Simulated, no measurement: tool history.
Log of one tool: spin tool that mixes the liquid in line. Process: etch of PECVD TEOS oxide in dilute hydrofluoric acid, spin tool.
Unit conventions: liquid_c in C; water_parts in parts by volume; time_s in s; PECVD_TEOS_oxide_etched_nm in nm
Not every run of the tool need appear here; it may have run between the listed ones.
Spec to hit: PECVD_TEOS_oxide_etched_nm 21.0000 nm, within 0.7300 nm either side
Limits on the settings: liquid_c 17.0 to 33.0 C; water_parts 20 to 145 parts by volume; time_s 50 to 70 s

run 1 hour=0.0 | liquid_c=25.0 water_parts=80 time_s=70 | PECVD_TEOS_oxide_etched_nm=8.8369
run 2 hour=8.2 | liquid_c=28.0 water_parts=80 time_s=70 | PECVD_TEOS_oxide_etched_nm=10.0910
run 3 hour=14.0 | liquid_c=29.0 water_parts=70 time_s=70 | PECVD_TEOS_oxide_etched_nm=12.1200
run 4 hour=21.8 | liquid_c=29.0 water_parts=70 time_s=50 | PECVD_TEOS_oxide_etched_nm=8.4971
run 5 hour=30.5 | liquid_c=32.0 water_parts=70 time_s=50 | PECVD_TEOS_oxide_etched_nm=9.6124
run 6 hour=37.6 | liquid_c=29.0 water_parts=70 time_s=50 | PECVD_TEOS_oxide_etched_nm=8.8006
run 7 hour=42.0 | liquid_c=30.0 water_parts=60 time_s=55 | PECVD_TEOS_oxide_etched_nm=11.5400
run 8 hour=50.5 | liquid_c=30.5 water_parts=50 time_s=55 | PECVD_TEOS_oxide_etched_nm=14.2930
run 9 hour=51.8 | liquid_c=30.5 water_parts=45 time_s=55 | PECVD_TEOS_oxide_etched_nm=16.3030
run 10 hour=60.1 | liquid_c=30.5 water_parts=40 time_s=55 | PECVD_TEOS_oxide_etched_nm=18.3270
run 11 hour=64.0 | liquid_c=33.0 water_parts=35 time_s=55 | PECVD_TEOS_oxide_etched_nm=23.9630
run 12 hour=72.2 | liquid_c=32.5 water_parts=35 time_s=55 | PECVD_TEOS_oxide_etched_nm=23.2240
run 13 hour=75.8 | liquid_c=32.0 water_parts=35 time_s=55 | PECVD_TEOS_oxide_etched_nm=22.5580
-- hour=78.4 thermometer replaced
run 14 hour=78.4 | liquid_c=31.5 water_parts=35 time_s=55 | PECVD_TEOS_oxide_etched_nm=23.3430
run 15 hour=79.4 | liquid_c=31.0 water_parts=35 time_s=55 | PECVD_TEOS_oxide_etched_nm=22.9280
run 16 hour=84.7 | liquid_c=30.5 water_parts=35 time_s=55 | PECVD_TEOS_oxide_etched_nm=22.5820

Which of these 5 next moves meets every target?
run A hour=90.0 | liquid_c=31.0 water_parts=40 time_s=55 | PECVD_TEOS_oxide_etched_nm=?
run B hour=90.0 | liquid_c=29.5 water_parts=45 time_s=65 | PECVD_TEOS_oxide_etched_nm=?
run C hour=90.0 | liquid_c=29.0 water_parts=30 time_s=50 | PECVD_TEOS_oxide_etched_nm=?
run D hour=90.0 | liquid_c=29.0 water_parts=35 time_s=60 | PECVD_TEOS_oxide_etched_nm=?
run E hour=90.0 | liquid_c=30.0 water_parts=40 time_s=60 | PECVD_TEOS_oxide_etched_nm=?

move=A PECVD_TEOS_oxide_etched_nm=20.0380
move=B PECVD_TEOS_oxide_etched_nm=19.6860
move=C PECVD_TEOS_oxide_etched_nm=22.7840
move=D PECVD_TEOS_oxide_etched_nm=23.2560
move=E PECVD_TEOS_oxide_etched_nm=21.0140
A: moves the result that the last run missed by most past its target, out the other side
B: moves the result that the last run missed by most past its target, out the other side
C: lands further from the targets than the last run did
D: lands further from the targets than the last run did
E: all results in spec
Answer: E

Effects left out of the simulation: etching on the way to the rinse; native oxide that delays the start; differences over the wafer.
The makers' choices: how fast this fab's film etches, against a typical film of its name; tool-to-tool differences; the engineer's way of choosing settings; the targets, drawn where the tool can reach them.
